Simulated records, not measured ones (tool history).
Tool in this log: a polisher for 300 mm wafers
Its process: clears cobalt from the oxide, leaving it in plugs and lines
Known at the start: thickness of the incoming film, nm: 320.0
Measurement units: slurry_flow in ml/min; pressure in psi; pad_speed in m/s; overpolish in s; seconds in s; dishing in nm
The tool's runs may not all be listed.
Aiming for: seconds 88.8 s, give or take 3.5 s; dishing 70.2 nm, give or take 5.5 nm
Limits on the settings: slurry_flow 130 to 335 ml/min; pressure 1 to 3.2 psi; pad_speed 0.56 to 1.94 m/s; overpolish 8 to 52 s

run 1 hour=0 | slurry_flow=215 pressure=2.1 pad_speed=1.24 overpolish=26 | seconds=47.671 dishing=73.157
run 2 hour=5.2 | slurry_flow=235 pressure=2.1 pad_speed=1.24 overpolish=26 | seconds=47.228 dishing=71.398
run 3 hour=11.7 | slurry_flow=235 pressure=2.4 pad_speed=1.24 overpolish=26 | seconds=42.258 dishing=73.511
run 4 hour=14.6 | slurry_flow=235 pressure=2 pad_speed=1.24 overpolish=26 | seconds=49.347 dishing=71.448
run 5 hour=15.7 | slurry_flow=235 pressure=2 pad_speed=1.4 overpolish=26 | seconds=43.494 dishing=73.735
run 6 hour=19.8 | slurry_flow=235 pressure=2.3 pad_speed=1.4 overpolish=26 | seconds=38.758 dishing=71.825
run 7 hour=26 | slurry_flow=235 pressure=2 pad_speed=1.3 overpolish=25 | seconds=47.111 dishing=70.521
run 8 hour=27 | slurry_flow=230 pressure=1.8 pad_speed=1.24 overpolish=26 | seconds=55.219 dishing=66.117
run 9 hour=29.7 | slurry_flow=225 pressure=1.6 pad_speed=1.22 overpolish=32 | seconds=62.277 dishing=69.224
run 10 hour=31.5 | slurry_flow=220 pressure=1 pad_speed=1.14 overpolish=41 | seconds=106.36 dishing=64.709
run 11 hour=36.7 | slurry_flow=220 pressure=1.1 pad_speed=1.14 overpolish=42 | seconds=95.789 dishing=68.346

4 candidate next runs follow, results not yet known. Just one meets every target within its allowed miss. Identify it.
run A hour=41.9 | slurry_flow=170 pressure=1.5 pad_speed=0.94 overpolish=45 | seconds=? dishing=?
run B hour=41.9 | slurry_flow=200 pressure=1.3 pad_speed=0.88 overpolish=42 | seconds=? dishing=?
run C hour=41.9 | slurry_flow=210 pressure=1.1 pad_speed=1.08 overpolish=51 | seconds=? dishing=?
run D hour=41.9 | slurry_flow=240 pressure=1 pad_speed=1.14 overpolish=45 | seconds=? dishing=?

move=A seconds=88.572 dishing=68.88
move=B seconds=106.62 dishing=63.436
move=C seconds=102.15 dishing=68.721
move=D seconds=104.88 dishing=65.485
A: hits every target within its allowed miss
B: moves away from the targets compared with the last run
C: moves away from the targets compared with the last run
D: moves away from the targets compared with the last run
Answer: A
